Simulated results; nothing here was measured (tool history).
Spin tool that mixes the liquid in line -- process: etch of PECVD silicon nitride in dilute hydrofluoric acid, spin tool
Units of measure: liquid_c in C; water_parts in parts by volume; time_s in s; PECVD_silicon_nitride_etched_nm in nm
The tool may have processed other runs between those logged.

run    day  liquid_c  water_parts  time_s  PECVD_silicon_nitride_etched_nm
  1  0.000      21.0           50      50                          1.94290
  2  0.054      23.0           50      50                          2.23530
  3  0.388      23.5           50      50                          2.30890
  4  0.500      23.5           60      50                          1.95770
  5  0.542      23.5           60      25                          0.95993
  6  0.692      25.0           60      25                          1.07970

Run 7 has not been measured yet. What should we expect?
  7  0.879      25.0           50      25                                ?

{"run 7": {"PECVD_silicon_nitride_etched_nm": 1.2749}}

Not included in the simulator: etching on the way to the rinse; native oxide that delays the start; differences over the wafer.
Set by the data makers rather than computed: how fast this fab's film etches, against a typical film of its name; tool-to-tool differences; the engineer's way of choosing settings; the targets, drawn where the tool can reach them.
